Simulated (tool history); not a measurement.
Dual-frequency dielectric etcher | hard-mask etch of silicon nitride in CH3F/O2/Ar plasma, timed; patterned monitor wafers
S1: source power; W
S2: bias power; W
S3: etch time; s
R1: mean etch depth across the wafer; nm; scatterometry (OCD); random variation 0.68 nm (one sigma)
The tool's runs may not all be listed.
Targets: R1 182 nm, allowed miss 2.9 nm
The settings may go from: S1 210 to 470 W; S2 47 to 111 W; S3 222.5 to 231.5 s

| run | hour | S1 | S2 | S3 | R1 |
|---|---|---|---|---|---|
| 1 | 0 | 340 | 79 | 222.5 | 163.43 |
| 2 | 4.4 | 340 | 79 | 231.5 | 169.45 |
| 3 | 7.1 | 300 | 79 | 231.5 | 165.25 |
| 4 | 15.3 | 300 | 88 | 231.5 | 169.74 |
| 5 | 19.4 | 240 | 88 | 231.5 | 160.57 |
| 6 | 23.6 | 250 | 89 | 231.5 | 164.04 |
| 7 | 26.1 | 260 | 90 | 231.5 | 166.06 |
| 8 | 35 | 320 | 94 | 231.5 | 176.15 |

5 next moves are on the table. One of them brings every result within its allowed miss. Which?
| A | 43.9 | 330 | 91 | 231.5 | ? |
| B | 43.9 | 350 | 104 | 231 | ? |
| C | 43.9 | 360 | 106 | 223.5 | ? |
| D | 43.9 | 340 | 98 | 226.5 | ? |
| E | 43.9 | 280 | 111 | 225.5 | ? |

| move | R1 |
|---|---|
| A | 176.6 |
| B | 186.39 |
| C | 182.75 |
| D | 178.08 |
| E | 175.7 |
A: nearer than the last run, and not there yet
B: takes the result that was furthest off past its target
C: meets every target
D: nearer than the last run, and not there yet
E: further off than the last run
The right move is C.

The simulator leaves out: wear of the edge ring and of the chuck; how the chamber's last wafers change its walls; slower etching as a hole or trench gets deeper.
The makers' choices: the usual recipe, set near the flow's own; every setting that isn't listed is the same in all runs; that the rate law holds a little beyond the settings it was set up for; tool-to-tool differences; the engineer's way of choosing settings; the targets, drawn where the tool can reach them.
